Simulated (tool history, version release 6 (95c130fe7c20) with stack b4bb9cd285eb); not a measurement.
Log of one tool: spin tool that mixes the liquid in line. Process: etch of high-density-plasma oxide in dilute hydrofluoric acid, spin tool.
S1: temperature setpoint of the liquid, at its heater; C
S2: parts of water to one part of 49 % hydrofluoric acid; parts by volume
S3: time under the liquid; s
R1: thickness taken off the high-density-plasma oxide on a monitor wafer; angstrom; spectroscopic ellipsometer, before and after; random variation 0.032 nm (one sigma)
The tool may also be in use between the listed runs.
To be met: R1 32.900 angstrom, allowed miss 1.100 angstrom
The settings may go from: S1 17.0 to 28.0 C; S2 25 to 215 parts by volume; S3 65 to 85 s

run 1 hour=0.0 | S1=20.0 S2=120 S3=85 | R1=41.894
run 2 hour=4.8 | S1=20.0 S2=80 S3=85 | R1=65.586
run 3 hour=9.3 | S1=23.0 S2=80 S3=85 | R1=74.161
run 4 hour=16.3 | S1=22.0 S2=90 S3=85 | R1=62.910
run 5 hour=18.8 | S1=21.0 S2=100 S3=85 | R1=53.211
run 6 hour=20.8 | S1=20.5 S2=105 S3=85 | R1=49.521
run 7 hour=25.9 | S1=20.0 S2=110 S3=85 | R1=46.381
run 8 hour=32.9 | S1=19.5 S2=115 S3=85 | R1=42.802
run 9 hour=38.3 | S1=19.5 S2=115 S3=85 | R1=42.811
run 10 hour=46.2 | S1=19.0 S2=120 S3=85 | R1=40.016

5 next moves are on the table. One of them brings every result within its allowed miss. Which?
run A hour=54.1 | S1=21.5 S2=125 S3=65 | R1=?
run B hour=54.1 | S1=17.0 S2=110 S3=65 | R1=?
run C hour=54.1 | S1=22.5 S2=145 S3=80 | R1=?
run D hour=54.1 | S1=19.5 S2=110 S3=65 | R1=?
run E hour=54.1 | S1=21.5 S2=140 S3=80 | R1=?

move=A R1=32.695
move=B R1=31.408
move=C R1=35.290
move=D R1=34.839
move=E R1=35.339
A: meets every target
B: takes the result that was furthest off past its target
C: nearer than the last run, and not there yet
D: nearer than the last run, and not there yet
E: nearer than the last run, and not there yet
The right move is A.
